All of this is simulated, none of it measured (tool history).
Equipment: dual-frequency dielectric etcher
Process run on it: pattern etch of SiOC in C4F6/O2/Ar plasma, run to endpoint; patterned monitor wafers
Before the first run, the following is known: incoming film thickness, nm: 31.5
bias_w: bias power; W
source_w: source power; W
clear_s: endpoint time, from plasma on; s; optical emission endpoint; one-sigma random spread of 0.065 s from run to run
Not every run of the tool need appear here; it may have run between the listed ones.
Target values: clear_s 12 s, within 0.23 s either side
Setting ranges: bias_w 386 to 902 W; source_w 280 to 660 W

Run 1, day 0: bias_w 644 W, source_w 470 W. Result: clear_s 9.3536 s.
Run 2, day 0.292: bias_w 644 W, source_w 390 W. Result: clear_s 9.9154 s.
Run 3, day 0.429: bias_w 714 W, source_w 390 W. Result: clear_s 9.4658 s.
Run 4, day 0.471: bias_w 649 W, source_w 380 W. Result: clear_s 9.9088 s.
At day 0.529: bias power generator calibrated.
Run 5, day 0.529: bias_w 604 W, source_w 380 W. Result: clear_s 10.173 s.
Run 6, day 0.588: bias_w 604 W, source_w 440 W. Result: clear_s 9.645 s.
Run 7, day 0.642: bias_w 475 W, source_w 340 W. Result: clear_s 11.475 s.
Run 8, day 0.758: bias_w 462 W, source_w 340 W. Result: clear_s 11.559 s.

Pick the move, out of 5, that brings all results within their allowed miss; only one does.
Run A, day 0.875: bias_w 499 W, source_w 360 W. Result: clear_s ?.
Run B, day 0.875: bias_w 431 W, source_w 310 W. Result: clear_s ?.
Run C, day 0.875: bias_w 498 W, source_w 370 W. Result: clear_s ?.
Run D, day 0.875: bias_w 464 W, source_w 340 W. Result: clear_s ?.
Run E, day 0.875: bias_w 475 W, source_w 320 W. Result: clear_s ?.

move  clear_s
   A    10.98
   B   12.067
   C   10.898
   D   11.452
   E   11.566
A: misses by more than the last run did
B: each result inside its tolerance
C: misses by more than the last run did
D: misses by more than the last run did
E: no better and no worse than the last run
Go with B: it meets all targets.
